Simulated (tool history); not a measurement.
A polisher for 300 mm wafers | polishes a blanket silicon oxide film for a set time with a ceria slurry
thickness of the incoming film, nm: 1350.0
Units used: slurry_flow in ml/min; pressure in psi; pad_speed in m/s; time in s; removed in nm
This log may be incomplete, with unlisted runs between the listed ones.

run,hour,slurry_flow,pressure,pad_speed,time,removed
1,0.0,165,3.9,0.96,38,199.02
2,5.7,140,3.9,0.96,38,196.30
3,11.1,140,3.9,1.10,38,225.91
4,18.3,140,3.4,1.10,38,197.35
5,27.0,140,3.8,1.10,38,220.66
6,32.3,180,3.8,1.10,38,225.79
7,37.3,180,3.3,1.04,38,188.50
8,43.0,180,2.9,1.00,38,161.22
9,47.6,180,2.6,0.98,38,140.05
10,48.1,175,2.4,0.98,38,134.73
11,55.4,170,2.3,0.96,38,123.03

Predict the results of run 12:
12,57.6,160,2.2,0.96,38,?

Run 12 came out at removed 119.18 nm.

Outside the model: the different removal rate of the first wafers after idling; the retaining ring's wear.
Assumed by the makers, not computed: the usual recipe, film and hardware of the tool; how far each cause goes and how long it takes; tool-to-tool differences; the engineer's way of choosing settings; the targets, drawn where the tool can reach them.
